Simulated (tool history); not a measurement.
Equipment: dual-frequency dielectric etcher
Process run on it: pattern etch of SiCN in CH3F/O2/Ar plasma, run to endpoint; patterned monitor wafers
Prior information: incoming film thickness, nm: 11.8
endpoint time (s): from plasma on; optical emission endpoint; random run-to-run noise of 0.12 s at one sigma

run	hour	source power (W)	bias power (W)	endpoint time (s)
1	0	530	87	24.631
2	0.9	490	87	25.505
3	4.4	530	87	24.47
4	7.4	490	87	25.243
5	8.3	490	96	24.556
6	16.2	440	93	25.631
7	22.3	340	77	29.799
8	25.5	350	77	29.458
# hour 32.2: wet clean of the chamber
9	32.2	360	77	28.067

Run 10, settings as shown, results not yet in. Your forecast:
10	39	350	76	?

endpoint time (s): 28.257

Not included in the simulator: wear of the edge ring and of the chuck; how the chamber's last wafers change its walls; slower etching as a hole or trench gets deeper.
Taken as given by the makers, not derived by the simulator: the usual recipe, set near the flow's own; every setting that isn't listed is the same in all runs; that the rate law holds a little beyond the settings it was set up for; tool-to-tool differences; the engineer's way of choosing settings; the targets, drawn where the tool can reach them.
